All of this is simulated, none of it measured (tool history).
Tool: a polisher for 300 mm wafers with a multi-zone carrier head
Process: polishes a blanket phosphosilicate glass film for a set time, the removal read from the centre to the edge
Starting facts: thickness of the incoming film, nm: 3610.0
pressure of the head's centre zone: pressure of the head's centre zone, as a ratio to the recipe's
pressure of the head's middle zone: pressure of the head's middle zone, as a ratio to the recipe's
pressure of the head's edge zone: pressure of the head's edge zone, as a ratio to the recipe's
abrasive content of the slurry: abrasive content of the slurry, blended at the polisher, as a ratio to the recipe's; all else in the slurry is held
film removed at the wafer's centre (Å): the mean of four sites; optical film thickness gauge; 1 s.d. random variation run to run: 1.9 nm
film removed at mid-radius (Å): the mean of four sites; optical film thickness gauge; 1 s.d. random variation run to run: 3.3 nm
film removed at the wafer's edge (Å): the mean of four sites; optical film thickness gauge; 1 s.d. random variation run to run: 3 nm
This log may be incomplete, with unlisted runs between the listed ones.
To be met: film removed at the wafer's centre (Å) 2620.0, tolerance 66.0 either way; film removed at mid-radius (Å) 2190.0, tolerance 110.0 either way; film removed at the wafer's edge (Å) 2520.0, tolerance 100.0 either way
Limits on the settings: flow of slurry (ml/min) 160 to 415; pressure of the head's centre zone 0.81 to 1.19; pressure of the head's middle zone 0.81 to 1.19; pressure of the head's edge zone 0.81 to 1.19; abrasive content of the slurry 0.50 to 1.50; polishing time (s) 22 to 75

| run | hour | flow of slurry (ml/min) | pressure of the head's centre zone | pressure of the head's middle zone | pressure of the head's edge zone | abrasive content of the slurry | polishing time (s) | film removed at the wafer's centre (Å) | film removed at mid-radius (Å) | film removed at the wafer's edge (Å) |
|---|---|---|---|---|---|---|---|---|---|---|
| 1 | 0.0 | 265 | 1.00 | 1.00 | 1.00 | 1.00 | 48 | 2068.5 | 1994.2 | 1981.5 |
| 2 | 3.6 | 265 | 0.92 | 1.00 | 1.00 | 1.00 | 48 | 1949.2 | 1998.5 | 1993.1 |
| 3 | 4.9 | 265 | 0.92 | 1.00 | 1.08 | 1.00 | 48 | 1955.8 | 2023.0 | 2025.0 |
| 4 | 13.5 | 265 | 0.87 | 1.00 | 1.08 | 1.00 | 48 | 1877.5 | 2028.8 | 2054.3 |
|  | 14.3 | centre zone pressure recalibrated |
| 5 | 14.3 | 270 | 0.91 | 0.96 | 1.09 | 1.10 | 48 | 1935.6 | 2038.8 | 2203.9 |
| 6 | 21.3 | 270 | 0.91 | 0.96 | 1.06 | 1.10 | 48 | 1944.8 | 2004.5 | 2130.7 |
| 7 | 28.4 | 280 | 0.99 | 0.95 | 1.07 | 1.20 | 48 | 2169.7 | 2126.4 | 2240.1 |
| 8 | 34.9 | 285 | 1.04 | 0.92 | 1.09 | 1.25 | 48 | 2278.6 | 2136.1 | 2351.8 |
| 9 | 35.6 | 295 | 1.08 | 0.91 | 1.10 | 1.25 | 48 | 2402.8 | 2146.7 | 2360.0 |
| 10 | 38.4 | 295 | 1.08 | 0.91 | 1.10 | 1.25 | 48 | 2400.4 | 2109.1 | 2365.5 |
| 11 | 42.6 | 305 | 1.10 | 0.91 | 1.11 | 1.25 | 48 | 2410.4 | 2062.7 | 2347.6 |
| 12 | 50.3 | 305 | 1.11 | 0.91 | 1.11 | 1.30 | 48 | 2523.5 | 2142.1 | 2447.2 |
| 13 | 53.4 | 310 | 1.12 | 0.92 | 1.12 | 1.30 | 48 | 2528.5 | 2202.4 | 2464.9 |

Consider the 4 candidate settings below. Which is the only one whose results all fall within their allowed miss of target?
| A | 56.5 | 360 | 1.16 | 0.88 | 1.13 | 1.30 | 50 | ? | ? | ? |
| B | 56.5 | 200 | 1.06 | 0.83 | 0.86 | 1.30 | 55 | ? | ? | ? |
| C | 56.5 | 295 | 1.19 | 0.81 | 1.13 | 1.25 | 48 | ? | ? | ? |
| D | 56.5 | 345 | 1.12 | 0.90 | 1.16 | 1.25 | 50 | ? | ? | ? |

| move | film removed at the wafer's centre (Å) | film removed at mid-radius (Å) | film removed at the wafer's edge (Å) |
|---|---|---|---|
| A | 2764.0 | 2245.9 | 2609.8 |
| B | 2625.9 | 2231.3 | 2402.4 |
| C | 2613.2 | 1969.5 | 2432.0 |
| D | 2627.9 | 2234.6 | 2593.0 |
A: takes the result that was furthest off past its target
B: the worst result of the last run now meets its target, but another is out of spec
C: the worst result of the last run now meets its target, but another is out of spec
D: in spec on every target
Answer: D
